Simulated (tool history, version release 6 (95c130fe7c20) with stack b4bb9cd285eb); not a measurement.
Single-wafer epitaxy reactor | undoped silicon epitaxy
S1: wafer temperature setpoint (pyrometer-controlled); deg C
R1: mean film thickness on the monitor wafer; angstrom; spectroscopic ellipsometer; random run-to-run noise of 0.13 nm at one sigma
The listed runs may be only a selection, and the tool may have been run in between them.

Run 1, hour 0: S1 660 deg C, deposition time (s) 210. Result: R1 398.13 angstrom.
Run 2, hour 8.9: S1 664 deg C, deposition time (s) 210. Result: R1 426.43 angstrom.
Run 3, hour 11.7: S1 664 deg C, deposition time (s) 240. Result: R1 489.33 angstrom.
Run 4, hour 16.7: S1 661 deg C, deposition time (s) 240. Result: R1 463.93 angstrom.
Run 5, hour 23.9: S1 661 deg C, deposition time (s) 219. Result: R1 423.01 angstrom.
Run 6, hour 29.6: S1 666 deg C, deposition time (s) 219. Result: R1 467.86 angstrom.

Forecast run 7:
Run 7, hour 31.4: S1 654 deg C, deposition time (s) 219. Result: R1 ?.

R1: 365.31 angstrom
